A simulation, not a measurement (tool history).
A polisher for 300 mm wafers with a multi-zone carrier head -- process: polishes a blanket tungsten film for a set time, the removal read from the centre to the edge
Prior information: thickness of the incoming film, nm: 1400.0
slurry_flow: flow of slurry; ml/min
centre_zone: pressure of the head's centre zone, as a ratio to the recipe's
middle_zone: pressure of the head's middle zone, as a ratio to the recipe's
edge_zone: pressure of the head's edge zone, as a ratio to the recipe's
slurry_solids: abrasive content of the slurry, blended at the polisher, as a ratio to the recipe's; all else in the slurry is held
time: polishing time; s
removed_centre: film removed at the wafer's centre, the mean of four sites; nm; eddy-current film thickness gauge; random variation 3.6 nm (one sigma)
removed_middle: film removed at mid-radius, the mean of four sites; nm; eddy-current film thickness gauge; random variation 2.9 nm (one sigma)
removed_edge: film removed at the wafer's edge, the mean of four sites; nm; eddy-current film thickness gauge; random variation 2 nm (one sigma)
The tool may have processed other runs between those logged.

| run | hour | slurry_flow | centre_zone | middle_zone | edge_zone | slurry_solids | time | removed_centre | removed_middle | removed_edge |
|---|---|---|---|---|---|---|---|---|---|---|
| 1 | 0.0 | 135 | 1.00 | 1.00 | 1.00 | 1.00 | 41 | 242.15 | 224.57 | 233.91 |
| 2 | 6.4 | 145 | 1.02 | 1.02 | 1.01 | 1.05 | 41 | 246.15 | 239.63 | 239.96 |
| 3 | 10.4 | 130 | 1.02 | 1.02 | 1.01 | 1.05 | 41 | 242.78 | 227.89 | 235.65 |
| 4 | 17.7 | 130 | 1.08 | 1.02 | 1.01 | 1.05 | 41 | 251.06 | 224.18 | 235.21 |
| 5 | 21.9 | 130 | 1.16 | 1.02 | 1.01 | 1.05 | 41 | 280.23 | 227.61 | 237.52 |
| 6 | 24.6 | 130 | 1.16 | 1.02 | 1.01 | 1.25 | 41 | 278.70 | 235.91 | 244.47 |

Predict the results of run 7:
| 7 | 30.3 | 140 | 1.16 | 1.03 | 1.01 | 1.25 | 41 | ? | ? | ? |

removed_centre: 286.78 nm
removed_middle: 246.47 nm
removed_edge: 249.89 nm

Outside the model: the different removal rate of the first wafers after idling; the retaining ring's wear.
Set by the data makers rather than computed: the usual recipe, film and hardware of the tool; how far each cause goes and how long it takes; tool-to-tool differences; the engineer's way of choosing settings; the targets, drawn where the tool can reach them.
